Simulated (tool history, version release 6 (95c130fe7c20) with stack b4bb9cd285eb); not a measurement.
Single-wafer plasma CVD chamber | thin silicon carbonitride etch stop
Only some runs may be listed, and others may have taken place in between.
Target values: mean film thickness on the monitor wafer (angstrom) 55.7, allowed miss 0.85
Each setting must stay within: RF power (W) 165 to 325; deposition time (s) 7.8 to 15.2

| run | day | RF power (W) | deposition time (s) | mean film thickness on the monitor wafer (angstrom) |
|---|---|---|---|---|
| 1 | 0 | 245 | 11.5 | 68.987 |
| 2 | 0.196 | 230 | 11.5 | 68.191 |
| 3 | 0.567 | 225 | 11.2 | 65.924 |
| 4 | 0.879 | 220 | 11 | 64.035 |
| 5 | 1.212 | 220 | 11.9 | 69.873 |
| 6 | 1.508 | 215 | 11.6 | 67.503 |
| 7 | 1.588 | 210 | 11.4 | 65.908 |
| 8 | 1.854 | 170 | 9.7 | 53.7 |
| 9 | 2.083 | 175 | 9.7 | 53.87 |
| 10 | 2.308 | 180 | 9.7 | 54.543 |

Of the 4 settings listed for the next run, only one would bring every result within its allowed miss of target. Which one?
| A | 2.533 | 195 | 10.2 | ? |
| B | 2.533 | 165 | 9.7 | ? |
| C | 2.533 | 170 | 10.1 | ? |
| D | 2.533 | 180 | 9.5 | ? |

| move | mean film thickness on the monitor wafer (angstrom) |
|---|---|
| A | 58.312 |
| B | 53.416 |
| C | 55.985 |
| D | 53.334 |
A: carries the result that was furthest off beyond its target, to the other side
B: further off than the last run
C: every result lands within tolerance
D: further off than the last run
C is the move that brings every result within its allowed miss.
